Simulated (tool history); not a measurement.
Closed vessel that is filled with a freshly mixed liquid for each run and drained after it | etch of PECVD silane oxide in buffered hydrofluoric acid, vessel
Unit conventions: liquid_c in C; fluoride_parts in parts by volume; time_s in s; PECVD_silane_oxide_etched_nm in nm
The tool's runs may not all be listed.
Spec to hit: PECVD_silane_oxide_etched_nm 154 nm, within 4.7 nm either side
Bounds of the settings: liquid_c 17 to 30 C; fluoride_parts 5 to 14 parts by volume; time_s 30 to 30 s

run,hour,liquid_c,fluoride_parts,time_s,PECVD_silane_oxide_etched_nm
1,0,22,8.5,30,118.08
2,1.9,22,8.5,30,115.72
3,8.1,23,8.5,30,125.64
4,14.4,23.5,8.5,30,129.56
5,16.3,20.5,8.5,30,108.98
6,23.4,22,8.5,30,119.74
7,32,23,8.5,30,124.28
8,40.8,23,8.5,30,124.73

5 next moves are on the table. One of them brings every result within its allowed miss. Which?
A,49.6,23,6.5,30,?
B,49.6,25.5,8,30,?
C,49.6,22.5,7.5,30,?
D,49.6,26,7.5,30,?
E,49.6,23.5,9.5,30,?

move,PECVD_silane_oxide_etched_nm
A,165.83
B,152.12
C,138.53
D,167.57
E,118.98
A: pushes the last run's worst result past its target
B: hits every target within its allowed miss
C: closer than the last run, but not yet in spec
D: pushes the last run's worst result past its target
E: further off than the last run
So the answer is move B, the one that meets all the targets.
